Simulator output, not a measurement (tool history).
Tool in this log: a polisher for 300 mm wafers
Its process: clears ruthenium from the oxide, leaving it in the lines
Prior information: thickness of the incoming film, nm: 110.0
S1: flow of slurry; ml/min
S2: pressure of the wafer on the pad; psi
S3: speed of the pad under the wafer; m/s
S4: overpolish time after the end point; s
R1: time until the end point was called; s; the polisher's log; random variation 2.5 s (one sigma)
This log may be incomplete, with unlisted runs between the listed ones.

run    day   S1   S2    S3  S4       R1
  1  0.000  160  2.2  1.08  12   86.243
  2  0.117  160  1.9  1.06  12   98.011
  3  0.192  160  1.9  1.06  12  100.420
  4  0.475  160  1.7  1.04  12  111.430
  5  0.575  160  1.7  1.28  12   93.767
  6  0.617  160  1.5  1.24  12  113.840

What will run 7 give?
  7  0.971  160  1.4  1.24  12   ?

Run 7 produced R1 115.920 s.
